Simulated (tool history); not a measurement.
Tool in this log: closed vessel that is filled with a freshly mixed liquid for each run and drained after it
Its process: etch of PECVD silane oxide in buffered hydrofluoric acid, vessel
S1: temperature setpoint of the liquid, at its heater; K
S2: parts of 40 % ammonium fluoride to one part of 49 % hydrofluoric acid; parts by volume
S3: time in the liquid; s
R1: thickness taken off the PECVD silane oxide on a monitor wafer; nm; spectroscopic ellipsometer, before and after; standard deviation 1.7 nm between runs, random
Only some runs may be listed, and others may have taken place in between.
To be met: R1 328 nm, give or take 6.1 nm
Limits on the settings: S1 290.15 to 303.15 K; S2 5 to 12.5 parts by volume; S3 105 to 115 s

run  hour      S1    S2   S3      R1
  1     0  295.15   7.5  105  213.61
  2   6.9  297.15   7.5  105  237.84
  3   7.8  297.15   9.5  105  190.25
  4  11.6  294.65   9.5  105  164.67
  5    13  294.65  11.5  105   141.5
  6  18.8  296.65  10.5  105  170.87
  7    25  298.15   9.5  105     201
  8  26.5  299.65     9  105   225.1
  9  33.3  300.65   8.5  105  253.01
 10  36.3  301.15     8  105  278.17
 11  38.4  301.65     8  105  282.55
 12  46.3  302.15     8  105  291.66
 13  51.9  302.65     8  105  298.38

4 candidate next runs follow, results not yet known. Just one meets every target within its allowed miss. Identify it.
  A  57.5  303.15  8.5  105   ?
  B  57.5  301.65    8  105   ?
  C  57.5  303.15  7.5  105   ?
  D  57.5  303.15  8.5  115   ?

move      R1
   A  286.25
   B  282.45
   C  327.72
   D  313.51
A: lands further from the targets than the last run did
B: lands further from the targets than the last run did
C: every result lands within tolerance
D: better than the last run, though not everything is in spec
Answer: C
